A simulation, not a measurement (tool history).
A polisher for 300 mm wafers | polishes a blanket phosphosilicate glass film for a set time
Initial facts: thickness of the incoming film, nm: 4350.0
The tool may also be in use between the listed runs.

run    day  flow of slurry (ml/min)  pressure of the wafer on the pad (kPa)  speed of the pad under the wafer (m/s)  abrasive content of the slurry  polishing time (s)  film removed (Å)
  1  0.000                      260                                    23.4                                    0.76                             1.0                  21            1688.9
  2  0.029                      260                                    23.4                                    0.90                             1.0                  21            1891.7
  3  0.379                      260                                    22.1                                    0.90                             1.0                  21            1774.3
  4  0.742                      310                                    22.1                                    0.90                             1.0                  21            1804.2
  5  0.979                      310                                    22.1                                    1.00                             1.0                  21            1969.9
  6  1.312                      310                                    22.1                                    1.00                             0.9                  21            1895.5
  7  1.592                      310                                    20.7                                    1.00                             0.9                  21            1805.5
  8  1.904                      310                                    19.3                                    1.00                             0.9                  21            1665.3
  9  1.962                      310                                    17.9                                    1.00                             0.9                  21            1568.2

What will run 10 give?
 10  2.142                      310                                    17.2                                    1.00                             0.9                  21                 ?

Logged for run 10: film removed (Å) 1493.7.
